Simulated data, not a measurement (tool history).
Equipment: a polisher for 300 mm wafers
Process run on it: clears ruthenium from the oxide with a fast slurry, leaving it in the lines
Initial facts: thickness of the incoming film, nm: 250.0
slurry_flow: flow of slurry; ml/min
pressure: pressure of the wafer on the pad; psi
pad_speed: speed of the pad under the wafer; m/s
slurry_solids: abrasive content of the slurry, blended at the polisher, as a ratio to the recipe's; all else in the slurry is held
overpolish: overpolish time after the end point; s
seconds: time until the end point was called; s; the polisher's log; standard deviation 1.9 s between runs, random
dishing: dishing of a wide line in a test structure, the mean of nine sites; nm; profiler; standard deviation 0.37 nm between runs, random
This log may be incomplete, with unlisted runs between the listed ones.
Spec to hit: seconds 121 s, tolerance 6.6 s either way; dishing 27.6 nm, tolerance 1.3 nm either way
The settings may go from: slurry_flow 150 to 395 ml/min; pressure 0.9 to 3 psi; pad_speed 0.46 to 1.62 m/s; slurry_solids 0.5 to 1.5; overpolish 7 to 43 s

run    day  slurry_flow  pressure  pad_speed  slurry_solids  overpolish  seconds  dishing
  1      0          250       1.9       1.04              1          22   66.092   36.833
  2  0.346          250       1.6          1              1          22   80.903   32.899
  3  0.617          250       1.6          1           1.15          22   76.724   34.125
  4  0.733          250       1.3          1           1.15          22    95.88   30.417
  5    0.9          250       1.2          1           1.15          22   101.77   29.026
  6  1.229          190       1.2          1           1.15          22   103.28   28.421
  7  1.338          190       1.1          1           1.15          23   114.75   28.251
  8    1.7          185       1.1          1           1.15          23   111.32   27.788
  9  1.975          185       1.1          1           1.15          24   117.37   29.288
 10  2.054          185       1.1          1           1.15          23   111.47   27.787

Pick the move, out of 4, that brings all results within their allowed miss; only one does.
  A  2.133          170       1.2       1.04           1.25          21        ?        ?
  B  2.133          155       1.1       1.06            1.3          21        ?        ?
  C  2.133          150       1.1       1.12           0.85          24        ?        ?
  D  2.133          155       1.3       1.12           0.95          21        ?        ?

move  seconds  dishing
   A   96.081    29.01
   B   101.84   27.984
   C   116.35   27.991
   D   93.894   29.417
A: lands further from the targets than the last run did
B: lands further from the targets than the last run did
C: all results land within tolerance of their targets
D: lands further from the targets than the last run did
The move that meets every target is C.
